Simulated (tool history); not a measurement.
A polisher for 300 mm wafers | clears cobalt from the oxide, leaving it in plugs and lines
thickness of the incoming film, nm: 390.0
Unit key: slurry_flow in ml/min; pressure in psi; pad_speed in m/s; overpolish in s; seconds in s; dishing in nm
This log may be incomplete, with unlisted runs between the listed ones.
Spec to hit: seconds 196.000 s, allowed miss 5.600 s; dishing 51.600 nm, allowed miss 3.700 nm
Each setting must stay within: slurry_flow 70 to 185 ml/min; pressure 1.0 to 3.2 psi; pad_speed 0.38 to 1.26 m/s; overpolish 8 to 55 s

run,hour,slurry_flow,pressure,pad_speed,overpolish,seconds,dishing
1,0.0,120,2.1,0.82,28,72.938,56.779
2,8.8,115,1.8,0.74,31,94.777,52.745
3,11.2,110,1.6,0.68,37,116.350,55.596
4,15.9,110,1.6,0.68,31,116.430,52.341
5,18.6,105,1.5,0.66,33,129.970,49.949
6,24.3,105,1.5,0.66,44,129.110,55.538
7,26.0,80,1.0,0.52,46,258.010,42.894
8,27.3,95,1.0,0.52,47,250.840,44.395
9,34.7,110,1.0,0.52,47,235.040,44.493
10,40.3,120,1.0,0.52,49,230.270,46.753
11,44.2,130,1.0,0.52,50,227.140,47.907
12,49.2,140,1.0,0.52,50,223.570,48.732
13,57.5,145,1.0,0.52,50,221.100,49.087
14,65.6,170,1.2,0.52,53,181.350,54.046
15,69.2,165,1.2,0.52,53,183.030,52.415
16,76.7,160,1.2,0.52,53,184.820,53.367
17,77.3,155,1.2,0.52,53,185.110,55.246
18,81.7,150,1.2,0.52,52,183.140,50.221

Pick the move, out of 4, that brings all results within their allowed miss; only one does.
A,86.1,135,1.0,0.60,49,?,?
B,86.1,105,1.0,0.60,55,?,?
C,86.1,170,1.0,0.54,54,?,?
D,86.1,105,1.4,0.46,37,?,?

move,seconds,dishing
A,196.070,49.261
B,207.970,50.387
C,208.050,50.185
D,194.790,43.297
A: all results land within tolerance of their targets
B: takes the result that was furthest off past its target
C: takes the result that was furthest off past its target
D: the furthest-off result lands on target, but another misses its tolerance
Answer: A

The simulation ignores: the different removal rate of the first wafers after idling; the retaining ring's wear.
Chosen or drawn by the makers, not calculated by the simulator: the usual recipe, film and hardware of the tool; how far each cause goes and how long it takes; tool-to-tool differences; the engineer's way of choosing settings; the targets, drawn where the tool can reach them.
